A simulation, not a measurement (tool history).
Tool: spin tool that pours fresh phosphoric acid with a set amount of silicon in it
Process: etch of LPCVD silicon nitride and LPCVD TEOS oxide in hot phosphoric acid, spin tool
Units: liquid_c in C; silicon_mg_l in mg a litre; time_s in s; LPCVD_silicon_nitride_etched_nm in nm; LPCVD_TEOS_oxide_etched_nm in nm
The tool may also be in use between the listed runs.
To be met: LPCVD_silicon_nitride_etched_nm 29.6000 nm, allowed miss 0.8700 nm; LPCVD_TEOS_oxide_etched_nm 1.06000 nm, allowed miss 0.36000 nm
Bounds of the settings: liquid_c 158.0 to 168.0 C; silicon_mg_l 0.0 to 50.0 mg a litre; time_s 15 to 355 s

| run | hour | liquid_c | silicon_mg_l | time_s | LPCVD_silicon_nitride_etched_nm | LPCVD_TEOS_oxide_etched_nm |
|---|---|---|---|---|---|---|
| 1 | 0.0 | 163.0 | 28.0 | 180 | 17.7490 | 0.30390 |
| 2 | 4.3 | 163.0 | 28.0 | 105 | 10.3230 | 0.21597 |
| 3 | 8.3 | 163.0 | 38.5 | 105 | 10.4200 | 0.12008 |
| 4 | 13.8 | 164.0 | 33.0 | 135 | 13.8490 | 0.25858 |
| 5 | 18.0 | 164.0 | 33.0 | 75 | 7.6763 | 0.12317 |
| 6 | 24.4 | 164.0 | 29.5 | 115 | 11.6450 | 0.27861 |
| 7 | 32.9 | 164.5 | 30.0 | 140 | 14.5110 | 0.33111 |
| 8 | 38.2 | 165.0 | 30.5 | 155 | 16.4060 | 0.32726 |
| 9 | 43.6 | 165.5 | 28.0 | 170 | 18.1340 | 0.36372 |
| 10 | 51.0 | 166.0 | 24.5 | 185 | 20.3050 | 0.50035 |
| 11 | 58.4 | 166.5 | 22.5 | 195 | 21.7620 | 0.67057 |
| 12 | 60.5 | 167.0 | 22.0 | 205 | 23.0770 | 0.59821 |
| 13 | 64.8 | 167.0 | 20.0 | 215 | 24.3890 | 0.72716 |
| 14 | 72.5 | 167.0 | 19.0 | 220 | 24.9450 | 0.85227 |
| 15 | 77.1 | 167.0 | 19.0 | 225 | 25.3850 | 0.81133 |
| 16 | 84.7 | 167.0 | 18.5 | 230 | 25.8390 | 0.78531 |

5 next moves are on the table. One of them brings every result within its allowed miss. Which?
| A | 92.3 | 167.5 | 13.5 | 235 | ? | ? |
| B | 92.3 | 168.0 | 16.0 | 235 | ? | ? |
| C | 92.3 | 167.0 | 16.0 | 260 | ? | ? |
| D | 92.3 | 167.5 | 17.5 | 270 | ? | ? |
| E | 92.3 | 167.5 | 13.5 | 240 | ? | ? |

| move | LPCVD_silicon_nitride_etched_nm | LPCVD_TEOS_oxide_etched_nm |
|---|---|---|
| A | 26.8600 | 1.15560 |
| B | 27.2990 | 1.12550 |
| C | 29.2380 | 1.15920 |
| D | 30.8600 | 1.19980 |
| E | 27.4310 | 1.18020 |
A: nearer than the last run, and not there yet
B: nearer than the last run, and not there yet
C: meets every target
D: takes the result that was furthest off past its target
E: nearer than the last run, and not there yet
The right move is C.

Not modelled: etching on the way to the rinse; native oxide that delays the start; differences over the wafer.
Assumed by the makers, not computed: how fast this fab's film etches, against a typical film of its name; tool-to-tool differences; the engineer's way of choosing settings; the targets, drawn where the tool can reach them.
